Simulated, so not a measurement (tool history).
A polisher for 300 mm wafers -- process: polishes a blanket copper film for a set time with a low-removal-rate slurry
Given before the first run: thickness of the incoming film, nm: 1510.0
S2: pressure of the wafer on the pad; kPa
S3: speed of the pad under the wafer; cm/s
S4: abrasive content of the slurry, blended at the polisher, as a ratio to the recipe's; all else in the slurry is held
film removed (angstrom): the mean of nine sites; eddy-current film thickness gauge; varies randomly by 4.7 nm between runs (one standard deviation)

run 1 hour=0 | flow_of_slurry_(ml/min)=165 S2=15.2 S3=124 S4=1 polishing_time_(s)=118 | film_removed_(angstrom)=3464.5
run 2 hour=4 | flow_of_slurry_(ml/min)=180 S2=17.9 S3=124 S4=1 polishing_time_(s)=118 | film_removed_(angstrom)=4171.8
run 3 hour=5.7 | flow_of_slurry_(ml/min)=180 S2=17.9 S3=100 S4=1 polishing_time_(s)=118 | film_removed_(angstrom)=3401.1
run 4 hour=7.5 | flow_of_slurry_(ml/min)=190 S2=20 S3=108 S4=1 polishing_time_(s)=118 | film_removed_(angstrom)=4141.3
run 5 hour=9.3 | flow_of_slurry_(ml/min)=195 S2=21.4 S3=114 S4=1 polishing_time_(s)=118 | film_removed_(angstrom)=4690.7
run 6 hour=11.8 | flow_of_slurry_(ml/min)=200 S2=22.1 S3=120 S4=1 polishing_time_(s)=118 | film_removed_(angstrom)=5105.8
run 7 hour=18.3 | flow_of_slurry_(ml/min)=200 S2=22.1 S3=120 S4=1 polishing_time_(s)=118 | film_removed_(angstrom)=5022.1
run 8 hour=22.4 | flow_of_slurry_(ml/min)=200 S2=22.8 S3=126 S4=1 polishing_time_(s)=118 | film_removed_(angstrom)=5408.2
run 9 hour=29.3 | flow_of_slurry_(ml/min)=205 S2=23.4 S3=128 S4=1 polishing_time_(s)=118 | film_removed_(angstrom)=5694.5

What will run 10 give?
run 10 hour=37.5 | flow_of_slurry_(ml/min)=205 S2=23.4 S3=130 S4=1 polishing_time_(s)=118 | film_removed_(angstrom)=?

{"run 10": {"film removed (angstrom)": 5792.8}}
